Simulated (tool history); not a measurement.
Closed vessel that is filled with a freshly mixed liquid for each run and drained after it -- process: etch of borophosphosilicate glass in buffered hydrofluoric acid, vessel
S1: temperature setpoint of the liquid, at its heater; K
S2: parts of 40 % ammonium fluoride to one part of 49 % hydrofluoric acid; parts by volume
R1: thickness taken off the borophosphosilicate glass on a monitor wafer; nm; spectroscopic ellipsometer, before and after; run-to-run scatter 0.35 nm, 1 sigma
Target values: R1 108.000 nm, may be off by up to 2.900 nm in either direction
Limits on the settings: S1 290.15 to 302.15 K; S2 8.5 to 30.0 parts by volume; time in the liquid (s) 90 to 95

Run 1, day 0.000: S1 294.15 K, S2 23.5 parts by volume, time in the liquid (s) 90. Result: R1 120.840 nm.
Run 2, day 0.096: S1 293.65 K, S2 23.5 parts by volume, time in the liquid (s) 90. Result: R1 117.290 nm.
Run 3, day 0.446: S1 293.65 K, S2 17.5 parts by volume, time in the liquid (s) 90. Result: R1 150.270 nm.
Run 4, day 0.717: S1 293.65 K, S2 14.0 parts by volume, time in the liquid (s) 90. Result: R1 187.160 nm.
Run 5, day 0.975: S1 290.15 K, S2 14.0 parts by volume, time in the liquid (s) 90. Result: R1 154.370 nm.
Run 6, day 1.138: S1 290.15 K, S2 16.0 parts by volume, time in the liquid (s) 90. Result: R1 135.560 nm.
Run 7, day 1.438: S1 290.15 K, S2 17.0 parts by volume, time in the liquid (s) 90. Result: R1 126.390 nm.
Run 8, day 1.733: S1 290.15 K, S2 17.5 parts by volume, time in the liquid (s) 90. Result: R1 123.690 nm.
Run 9, day 1.896: S1 290.15 K, S2 18.0 parts by volume, time in the liquid (s) 90. Result: R1 120.270 nm.
Run 10, day 2.067: S1 290.15 K, S2 18.5 parts by volume, time in the liquid (s) 90. Result: R1 116.550 nm.
Run 11, day 2.379: S1 290.15 K, S2 21.5 parts by volume, time in the liquid (s) 90. Result: R1 103.060 nm.

Pick the move, out of 5, that brings all results within their allowed miss; only one does.
Run A, day 2.692: S1 290.65 K, S2 19.5 parts by volume, time in the liquid (s) 90. Result: R1 ?.
Run B, day 2.692: S1 290.65 K, S2 23.0 parts by volume, time in the liquid (s) 90. Result: R1 ?.
Run C, day 2.692: S1 290.65 K, S2 23.5 parts by volume, time in the liquid (s) 90. Result: R1 ?.
Run D, day 2.692: S1 290.15 K, S2 22.0 parts by volume, time in the liquid (s) 90. Result: R1 ?.
Run E, day 2.692: S1 290.15 K, S2 22.0 parts by volume, time in the liquid (s) 95. Result: R1 ?.

move       R1
   A  113.880
   B  100.790
   C   99.291
   D  101.050
   E  106.660
A: carries the result that was furthest off beyond its target, to the other side
B: further off than the last run
C: further off than the last run
D: further off than the last run
E: meets every target
Answer: E

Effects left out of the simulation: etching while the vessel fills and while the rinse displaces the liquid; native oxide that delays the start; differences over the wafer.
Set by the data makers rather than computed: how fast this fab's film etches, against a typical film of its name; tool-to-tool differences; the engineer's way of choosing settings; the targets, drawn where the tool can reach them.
